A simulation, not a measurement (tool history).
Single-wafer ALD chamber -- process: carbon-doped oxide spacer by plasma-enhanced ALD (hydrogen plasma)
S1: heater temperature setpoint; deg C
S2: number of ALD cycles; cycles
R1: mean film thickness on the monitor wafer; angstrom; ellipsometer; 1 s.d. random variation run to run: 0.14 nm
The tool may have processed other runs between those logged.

run	hour	S1	S2	R1
1	0.0	415	495	250.90
2	1.8	415	428	215.56
3	8.1	409	477	242.42
4	12.0	408	515	264.04
5	16.6	407	540	276.97
6	18.7	407	489	251.59
7	24.4	404	520	268.97
8	30.6	402	542	282.82
9	33.2	400	556	291.30

Run 10, settings as shown, results not yet in. Your forecast:
10	37.6	399	566	?

Run 10 produced R1 297.97 angstrom.
